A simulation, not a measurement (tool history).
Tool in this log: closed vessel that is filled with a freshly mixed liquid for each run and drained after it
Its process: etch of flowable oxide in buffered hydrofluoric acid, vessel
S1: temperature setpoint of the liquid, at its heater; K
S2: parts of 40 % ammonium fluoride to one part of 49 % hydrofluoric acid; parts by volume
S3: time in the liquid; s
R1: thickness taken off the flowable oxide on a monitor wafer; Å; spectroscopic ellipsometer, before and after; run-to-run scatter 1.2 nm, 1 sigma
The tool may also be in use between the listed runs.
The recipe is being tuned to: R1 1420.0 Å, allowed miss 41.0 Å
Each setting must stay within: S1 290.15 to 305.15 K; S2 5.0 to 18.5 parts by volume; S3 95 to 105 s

Run 1, hour 0.0: S1 297.15 K, S2 11.5 parts by volume, S3 95 s. Result: R1 1648.6 Å.
Run 2, hour 6.3: S1 296.15 K, S2 11.5 parts by volume, S3 95 s. Result: R1 1569.3 Å.
Run 3, hour 10.6: S1 295.65 K, S2 11.5 parts by volume, S3 95 s. Result: R1 1523.7 Å.
Run 4, hour 17.4: S1 298.65 K, S2 11.5 parts by volume, S3 95 s. Result: R1 1796.6 Å.
Run 5, hour 22.2: S1 295.65 K, S2 11.5 parts by volume, S3 95 s. Result: R1 1517.3 Å.
Run 6, hour 23.2: S1 295.65 K, S2 9.5 parts by volume, S3 95 s. Result: R1 1814.8 Å.
Run 7, hour 30.7: S1 294.15 K, S2 9.5 parts by volume, S3 95 s. Result: R1 1656.2 Å.
Run 8, hour 35.7: S1 293.15 K, S2 9.5 parts by volume, S3 95 s. Result: R1 1573.6 Å.

Pick the move, out of 5, that brings all results within their allowed miss; only one does.
Run A, hour 40.7: S1 292.15 K, S2 11.0 parts by volume, S3 95 s. Result: R1 ?.
Run B, hour 40.7: S1 294.65 K, S2 11.0 parts by volume, S3 95 s. Result: R1 ?.
Run C, hour 40.7: S1 291.65 K, S2 11.0 parts by volume, S3 100 s. Result: R1 ?.
Run D, hour 40.7: S1 296.65 K, S2 10.5 parts by volume, S3 100 s. Result: R1 ?.
Run E, hour 40.7: S1 292.15 K, S2 10.0 parts by volume, S3 95 s. Result: R1 ?.

move      R1
   A  1311.9
   B  1508.7
   C  1342.5
   D  1855.2
   E  1439.5
A: takes the result that was furthest off past its target
B: closes in on the targets versus the last run, not all within tolerance yet
C: takes the result that was furthest off past its target
D: further off than the last run
E: in spec on every target
Answer: E
